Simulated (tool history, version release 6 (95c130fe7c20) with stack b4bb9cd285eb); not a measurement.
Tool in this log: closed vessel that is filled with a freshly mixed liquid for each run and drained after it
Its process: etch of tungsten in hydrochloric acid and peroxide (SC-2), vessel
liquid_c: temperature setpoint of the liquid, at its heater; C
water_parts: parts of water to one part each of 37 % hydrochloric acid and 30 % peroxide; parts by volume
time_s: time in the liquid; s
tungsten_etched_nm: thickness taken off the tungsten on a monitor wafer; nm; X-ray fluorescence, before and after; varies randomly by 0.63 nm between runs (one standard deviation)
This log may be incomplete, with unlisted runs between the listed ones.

| run | hour | liquid_c | water_parts | time_s | tungsten_etched_nm |
|---|---|---|---|---|---|
| 1 | 0.0 | 64.0 | 6.0 | 85 | 57.180 |
| 2 | 5.1 | 65.5 | 6.0 | 85 | 62.544 |
| 3 | 9.2 | 66.5 | 6.0 | 85 | 66.312 |
| 4 | 13.0 | 66.5 | 4.5 | 85 | 81.959 |
| 5 | 17.2 | 67.0 | 4.5 | 85 | 83.942 |
| 6 | 23.4 | 61.5 | 4.5 | 85 | 60.270 |
| 7 | 30.4 | 63.0 | 4.5 | 85 | 65.914 |
| 8 | 32.0 | 64.0 | 4.5 | 85 | 69.713 |
| 9 | 36.9 | 65.0 | 4.5 | 85 | 74.363 |
| 10 | 43.7 | 65.5 | 4.5 | 85 | 76.480 |
| 11 | 50.2 | 66.0 | 4.5 | 85 | 78.152 |

What will run 12 give?
| 12 | 54.0 | 66.0 | 4.5 | 85 | ? |

Run 12 gave tungsten_etched_nm 79.395 nm.

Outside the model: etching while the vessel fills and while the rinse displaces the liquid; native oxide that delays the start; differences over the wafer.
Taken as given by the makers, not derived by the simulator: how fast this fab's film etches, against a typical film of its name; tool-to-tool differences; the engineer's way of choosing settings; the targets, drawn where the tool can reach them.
